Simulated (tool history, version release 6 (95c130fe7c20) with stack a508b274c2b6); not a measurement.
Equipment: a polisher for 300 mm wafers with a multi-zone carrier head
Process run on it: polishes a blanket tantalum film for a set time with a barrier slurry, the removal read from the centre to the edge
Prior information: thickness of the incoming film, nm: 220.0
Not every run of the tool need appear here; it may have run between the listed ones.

run,hour,flow of slurry (ml/min),pressure of the head's centre zone,pressure of the head's middle zone,pressure of the head's edge zone,abrasive content of the slurry,polishing time (s),film removed at the wafer's centre (Å),film removed at mid-radius (Å),film removed at the wafer's edge (Å)
1,0.0,165,1.00,1.00,1.00,1.00,74,541.78,551.21,541.70
2,1.1,140,1.00,1.00,1.00,1.00,74,530.56,536.63,528.63
3,3.5,140,1.00,1.00,1.00,1.00,82,581.60,586.56,593.20
4,7.3,105,1.00,1.00,1.00,1.00,82,541.82,537.66,553.05
5,11.7,110,1.01,1.01,0.97,0.90,78,502.59,517.31,510.43
6,18.7,110,1.01,1.01,0.97,1.10,78,545.98,541.08,546.81
7,21.1,145,1.11,1.06,0.87,0.85,59,444.99,418.07,375.24
8,25.3,145,1.11,1.06,0.87,0.85,59,442.69,420.84,371.87
9,32.6,140,1.10,1.07,0.86,0.85,59,430.85,421.49,375.70
10,40.6,140,1.11,1.12,0.81,0.65,58,384.81,382.62,321.82
11,43.9,145,1.11,1.12,0.82,0.65,58,387.84,385.14,319.81
12,51.6,150,1.10,1.12,0.84,0.65,58,381.97,387.25,328.47
13,55.2,195,1.12,1.14,0.88,0.70,58,440.85,430.51,350.51

For run 14, what comes out?
14,58.6,190,1.11,1.14,0.88,0.70,58,?,?,?

film removed at the wafer's centre (Å): 435.97
film removed at mid-radius (Å): 420.57
film removed at the wafer's edge (Å): 359.82

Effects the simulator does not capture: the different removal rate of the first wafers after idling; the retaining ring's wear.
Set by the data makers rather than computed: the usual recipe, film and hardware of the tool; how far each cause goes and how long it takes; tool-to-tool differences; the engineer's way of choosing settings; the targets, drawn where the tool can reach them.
